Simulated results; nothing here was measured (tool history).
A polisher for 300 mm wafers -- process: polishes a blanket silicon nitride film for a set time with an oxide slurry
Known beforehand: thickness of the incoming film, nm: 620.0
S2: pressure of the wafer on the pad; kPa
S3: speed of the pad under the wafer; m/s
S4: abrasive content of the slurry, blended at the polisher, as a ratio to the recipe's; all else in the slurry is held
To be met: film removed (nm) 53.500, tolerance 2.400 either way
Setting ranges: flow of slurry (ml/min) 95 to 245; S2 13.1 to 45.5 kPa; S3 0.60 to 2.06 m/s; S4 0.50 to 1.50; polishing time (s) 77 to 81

{"run": 1, "hour": 0.0, "flow of slurry (ml/min)": 155, "S2": 29.0, "S3": 1.32, "S4": 1.0, "polishing time (s)": 77, "film removed (nm)": 68.781}
{"run": 2, "hour": 5.0, "flow of slurry (ml/min)": 155, "S2": 28.3, "S3": 1.32, "S4": 1.0, "polishing time (s)": 77, "film removed (nm)": 67.013}
{"run": 3, "hour": 12.3, "flow of slurry (ml/min)": 155, "S2": 27.6, "S3": 1.32, "S4": 1.0, "polishing time (s)": 77, "film removed (nm)": 65.389}
{"run": 4, "hour": 16.5, "flow of slurry (ml/min)": 155, "S2": 26.9, "S3": 1.32, "S4": 1.0, "polishing time (s)": 77, "film removed (nm)": 66.81}
{"run": 5, "hour": 17.7, "flow of slurry (ml/min)": 155, "S2": 26.9, "S3": 1.32, "S4": 1.0, "polishing time (s)": 81, "film removed (nm)": 67.458}
{"run": 6, "hour": 26.0, "flow of slurry (ml/min)": 155, "S2": 26.2, "S3": 1.32, "S4": 1.0, "polishing time (s)": 81, "film removed (nm)": 65.934}
{"run": 7, "hour": 32.1, "flow of slurry (ml/min)": 155, "S2": 26.2, "S3": 1.32, "S4": 1.0, "polishing time (s)": 81, "film removed (nm)": 65.042}
{"run": 8, "hour": 36.6, "flow of slurry (ml/min)": 155, "S2": 25.5, "S3": 1.32, "S4": 1.0, "polishing time (s)": 81, "film removed (nm)": 66.355}

Which one of the following 5 next-run settings gets every result inside its allowed miss? There is exactly one.
{"run": "A", "hour": 41.1, "flow of slurry (ml/min)": 150, "S2": 29.6, "S3": 1.66, "S4": 1.05, "polishing time (s)": 81, "film removed (nm)": "?"}
{"run": "B", "hour": 41.1, "flow of slurry (ml/min)": 165, "S2": 33.8, "S3": 1.4, "S4": 0.95, "polishing time (s)": 81, "film removed (nm)": "?"}
{"run": "C", "hour": 41.1, "flow of slurry (ml/min)": 175, "S2": 24.8, "S3": 1.3, "S4": 1.0, "polishing time (s)": 80, "film removed (nm)": "?"}
{"run": "D", "hour": 41.1, "flow of slurry (ml/min)": 165, "S2": 27.6, "S3": 1.54, "S4": 0.95, "polishing time (s)": 81, "film removed (nm)": "?"}
{"run": "E", "hour": 41.1, "flow of slurry (ml/min)": 170, "S2": 24.8, "S3": 1.18, "S4": 0.8, "polishing time (s)": 81, "film removed (nm)": "?"}

move=A film_removed_(nm)=87.419
move=B film_removed_(nm)=86.080
move=C film_removed_(nm)=61.820
move=D film_removed_(nm)=75.172
move=E film_removed_(nm)=53.336
A: the biggest miss grows against the last run
B: the biggest miss grows against the last run
C: closes in on the targets versus the last run, not all within tolerance yet
D: the biggest miss grows against the last run
E: meets every target
The right move is E.

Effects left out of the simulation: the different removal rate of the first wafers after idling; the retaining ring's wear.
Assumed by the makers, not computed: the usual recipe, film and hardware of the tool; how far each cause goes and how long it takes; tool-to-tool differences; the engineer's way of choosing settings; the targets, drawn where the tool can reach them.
